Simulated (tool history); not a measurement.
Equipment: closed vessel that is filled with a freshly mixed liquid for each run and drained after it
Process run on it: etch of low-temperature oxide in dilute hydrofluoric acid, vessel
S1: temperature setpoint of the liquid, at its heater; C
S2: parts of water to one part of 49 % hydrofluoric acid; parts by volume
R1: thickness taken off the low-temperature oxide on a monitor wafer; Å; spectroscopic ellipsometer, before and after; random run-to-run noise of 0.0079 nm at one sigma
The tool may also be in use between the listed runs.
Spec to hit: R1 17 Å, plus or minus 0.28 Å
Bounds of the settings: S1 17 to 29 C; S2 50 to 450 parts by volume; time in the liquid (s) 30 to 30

{"run": 1, "day": 0.0, "S1": 21, "S2": 250, "time in the liquid (s)": 30, "R1": 11.717}
{"run": 2, "day": 0.229, "S1": 22.5, "S2": 245, "time in the liquid (s)": 30, "R1": 12.703}
{"run": 3, "day": 0.579, "S1": 23.5, "S2": 245, "time in the liquid (s)": 30, "R1": 13.293}
{"run": 4, "day": 0.792, "S1": 23.5, "S2": 245, "time in the liquid (s)": 30, "R1": 13.186}
{"run": 5, "day": 1.154, "S1": 23.5, "S2": 245, "time in the liquid (s)": 30, "R1": 13.068}
{"run": 6, "day": 1.333, "S1": 25, "S2": 245, "time in the liquid (s)": 30, "R1": 13.759}
{"run": 7, "day": 1.604, "S1": 25.5, "S2": 240, "time in the liquid (s)": 30, "R1": 14.661}
{"run": 8, "day": 1.9, "S1": 26, "S2": 240, "time in the liquid (s)": 30, "R1": 14.838}
{"run": 9, "day": 2.225, "S1": 26.5, "S2": 240, "time in the liquid (s)": 30, "R1": 15.079}
{"run": 10, "day": 2.421, "S1": 29, "S2": 230, "time in the liquid (s)": 30, "R1": 17.442}

Consider the 4 candidate settings below. Which is the only one whose results all fall within their allowed miss of target?
{"run": "A", "day": 2.617, "S1": 29, "S2": 225, "time in the liquid (s)": 30, "R1": "?"}
{"run": "B", "day": 2.617, "S1": 28.5, "S2": 230, "time in the liquid (s)": 30, "R1": "?"}
{"run": "C", "day": 2.617, "S1": 25, "S2": 200, "time in the liquid (s)": 30, "R1": "?"}
{"run": "D", "day": 2.617, "S1": 27.5, "S2": 215, "time in the liquid (s)": 30, "R1": "?"}

move=A R1=17.774
move=B R1=16.992
move=C R1=17.851
move=D R1=17.861
A: lands further from the targets than the last run did
B: all results land within tolerance of their targets
C: lands further from the targets than the last run did
D: lands further from the targets than the last run did
Answer: B
